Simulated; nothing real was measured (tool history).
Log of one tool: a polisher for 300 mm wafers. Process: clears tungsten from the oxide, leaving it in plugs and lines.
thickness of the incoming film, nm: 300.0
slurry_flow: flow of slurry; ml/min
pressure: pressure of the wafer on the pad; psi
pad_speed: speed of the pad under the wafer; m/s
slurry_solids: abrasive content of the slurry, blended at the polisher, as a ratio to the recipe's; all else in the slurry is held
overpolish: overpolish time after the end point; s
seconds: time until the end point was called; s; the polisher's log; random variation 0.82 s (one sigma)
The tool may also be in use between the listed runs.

| run | hour | slurry_flow | pressure | pad_speed | slurry_solids | overpolish | seconds |
|---|---|---|---|---|---|---|---|
| 1 | 0 | 315 | 4.8 | 0.86 | 1 | 4 | 67.227 |
| 2 | 3.1 | 315 | 4.8 | 0.86 | 1 | 4 | 70.53 |
| 3 | 5.9 | 315 | 5.1 | 0.86 | 1 | 4 | 63.859 |
| 4 | 14.2 | 315 | 4 | 0.86 | 1 | 4 | 81.396 |
| 5 | 16.3 | 315 | 4.3 | 0.86 | 1 | 4 | 77.869 |
| 6 | 21.4 | 315 | 4.3 | 0.86 | 0.8 | 4 | 82.571 |
| 7 | 24.3 | 315 | 4.6 | 0.86 | 0.8 | 4 | 75.711 |
| 8 | 28.5 | 315 | 4.6 | 0.86 | 0.8 | 4 | 77.041 |

Forecast run 9:
| 9 | 29.6 | 315 | 4.9 | 0.86 | 0.8 | 4 | ? |

Run 9 gave seconds 72.204 s.
